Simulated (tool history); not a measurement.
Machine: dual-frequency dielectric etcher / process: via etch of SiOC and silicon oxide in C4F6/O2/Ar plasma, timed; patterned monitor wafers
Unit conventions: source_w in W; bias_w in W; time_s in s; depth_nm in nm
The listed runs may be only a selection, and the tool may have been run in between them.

run,day,source_w,bias_w,time_s,depth_nm
1,0.000,450,148,84.5,93.467
2,0.329,450,148,88.0,98.048
3,0.425,520,148,88.0,101.220
4,0.488,520,148,88.0,101.750
5,0.725,520,148,88.0,100.930
6,0.754,510,143,88.0,100.970
7,0.908,490,139,87.5,98.538
8,1.254,480,135,87.0,96.909
9,1.475,470,131,86.5,95.434

Run 10 has not been measured yet. What should we expect?
10,1.762,460,128,86.5,?

{"run 10": {"depth_nm": 93.3}}

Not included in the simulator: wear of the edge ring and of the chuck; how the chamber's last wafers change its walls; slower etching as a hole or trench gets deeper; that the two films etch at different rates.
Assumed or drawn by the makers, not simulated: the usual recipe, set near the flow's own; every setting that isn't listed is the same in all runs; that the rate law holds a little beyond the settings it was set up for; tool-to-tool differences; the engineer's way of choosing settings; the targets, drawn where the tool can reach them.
